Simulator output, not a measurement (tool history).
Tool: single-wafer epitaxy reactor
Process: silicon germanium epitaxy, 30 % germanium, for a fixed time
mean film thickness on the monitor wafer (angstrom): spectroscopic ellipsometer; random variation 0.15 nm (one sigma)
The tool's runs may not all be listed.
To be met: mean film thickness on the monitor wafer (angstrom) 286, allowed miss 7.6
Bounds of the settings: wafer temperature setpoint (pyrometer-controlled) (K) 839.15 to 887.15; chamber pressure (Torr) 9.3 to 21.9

run  hour  wafer temperature setpoint (pyrometer-controlled) (K)  chamber pressure (Torr)  mean film thickness on the monitor wafer (angstrom)
  1     0                                                 863.15                     15.6                                               419.76
  2   8.1                                                 873.15                     15.6                                               527.43
  3  14.7                                                 880.15                     15.6                                               594.61
  4  15.6                                                 887.15                     15.6                                               697.81
  5    18                                                 878.15                     15.6                                               577.12
  6  19.1                                                 867.15                     15.3                                               450.71
  7  26.4                                                 860.15                     15.2                                               389.12
  8  30.5                                                 855.15                     15.1                                               348.83
  9    38                                                 852.15                       15                                               324.75

Which of these 5 next moves meets every target?
  A  45.5                                                 854.15                     14.6                                                    ?
  B  45.5                                                 851.15                     13.6                                                    ?
  C  45.5                                                 860.15                     15.4                                                    ?
  D  45.5                                                 848.15                     13.4                                                    ?
  E  45.5                                                 841.15                     17.1                                                    ?

move  mean film thickness on the monitor wafer (angstrom)
   A                                               338.09
   B                                               307.24
   C                                               393.72
   D                                               285.74
   E                                               270.66
A: further off than the last run
B: nearer than the last run, and not there yet
C: further off than the last run
D: meets every target
E: takes the result that was furthest off past its target
Move D is the one to make.
